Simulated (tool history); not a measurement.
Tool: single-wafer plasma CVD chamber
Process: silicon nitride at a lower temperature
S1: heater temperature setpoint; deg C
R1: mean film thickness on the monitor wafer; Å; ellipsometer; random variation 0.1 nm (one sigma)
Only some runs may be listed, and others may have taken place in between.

{"run": 1, "hour": 0.0, "S1": 345, "chamber pressure (Torr)": 1.2, "RF power (W)": 335, "deposition time (s)": 22.4, "R1": 264.17}
{"run": 2, "hour": 2.1, "S1": 345, "chamber pressure (Torr)": 1.13, "RF power (W)": 320, "deposition time (s)": 22.3, "R1": 253.19}
{"run": 3, "hour": 7.6, "S1": 345, "chamber pressure (Torr)": 1.07, "RF power (W)": 305, "deposition time (s)": 22.2, "R1": 239.43}
{"run": 4, "hour": 8.5, "S1": 345, "chamber pressure (Torr)": 1.02, "RF power (W)": 295, "deposition time (s)": 22.2, "R1": 231.92}
{"run": 5, "hour": 11.1, "S1": 345, "chamber pressure (Torr)": 1.02, "RF power (W)": 270, "deposition time (s)": 22.2, "R1": 217.0}
{"run": 6, "hour": 15.9, "S1": 345, "chamber pressure (Torr)": 0.98, "RF power (W)": 270, "deposition time (s)": 22.2, "R1": 215.36}

Run 7 comes next. What will it give?
{"run": 7, "hour": 17.3, "S1": 345, "chamber pressure (Torr)": 0.94, "RF power (W)": 270, "deposition time (s)": 22.2, "R1": "?"}

R1: 212.44 Å

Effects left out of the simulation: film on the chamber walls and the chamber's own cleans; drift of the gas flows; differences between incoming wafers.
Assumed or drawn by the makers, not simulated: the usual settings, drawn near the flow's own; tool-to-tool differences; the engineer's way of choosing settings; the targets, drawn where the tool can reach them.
